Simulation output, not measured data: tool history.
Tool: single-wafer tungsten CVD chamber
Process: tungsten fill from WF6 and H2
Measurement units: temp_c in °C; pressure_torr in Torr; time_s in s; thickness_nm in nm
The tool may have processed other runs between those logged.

run  hour  temp_c  pressure_torr  time_s  thickness_nm
  1   0.0     380           31.3    16.2        30.272
  2   1.5     369           31.3    16.2        23.128
  3   9.0     369           27.5    16.2        21.882
  4  14.7     371           27.5    16.2        22.751
  5  17.0     371           27.5    16.7        23.715
  6  19.4     372           27.5    16.7        24.184

Forecast run 7:
  7  25.8     373           27.5    16.7             ?

thickness_nm: 24.852 nm
